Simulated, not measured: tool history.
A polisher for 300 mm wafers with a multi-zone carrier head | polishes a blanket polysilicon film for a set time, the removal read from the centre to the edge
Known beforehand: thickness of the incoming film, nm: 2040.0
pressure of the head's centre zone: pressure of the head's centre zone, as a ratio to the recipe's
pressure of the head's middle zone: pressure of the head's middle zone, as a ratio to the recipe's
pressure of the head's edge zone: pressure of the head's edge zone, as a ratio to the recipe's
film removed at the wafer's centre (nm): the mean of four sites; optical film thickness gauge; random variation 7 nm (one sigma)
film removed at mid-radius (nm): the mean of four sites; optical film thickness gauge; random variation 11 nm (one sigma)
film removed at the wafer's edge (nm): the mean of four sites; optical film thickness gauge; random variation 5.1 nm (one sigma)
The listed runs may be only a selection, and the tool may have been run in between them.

run	hour	flow of slurry (ml/min)	pressure of the head's centre zone	pressure of the head's middle zone	pressure of the head's edge zone	polishing time (s)	film removed at the wafer's centre (nm)	film removed at mid-radius (nm)	film removed at the wafer's edge (nm)
1	0.0	180	1.00	1.00	1.00	88	595.40	585.41	595.67
2	7.3	180	0.96	1.00	1.00	88	565.59	592.47	584.93
3	15.7	180	0.96	1.00	1.00	96	624.44	633.01	638.58
4	21.2	180	0.96	1.00	1.05	96	625.69	635.82	661.94
5	22.9	180	0.90	1.00	1.05	96	583.60	646.88	663.57
6	24.9	180	0.90	1.05	1.05	96	591.54	663.25	662.43

Run 7 is up next; what results do you expect?
7	32.5	200	0.92	1.08	1.04	99	?	?	?

Run 7 yielded film removed at the wafer's centre (nm) 626.49, film removed at mid-radius (nm) 730.44, film removed at the wafer's edge (nm) 688.07.

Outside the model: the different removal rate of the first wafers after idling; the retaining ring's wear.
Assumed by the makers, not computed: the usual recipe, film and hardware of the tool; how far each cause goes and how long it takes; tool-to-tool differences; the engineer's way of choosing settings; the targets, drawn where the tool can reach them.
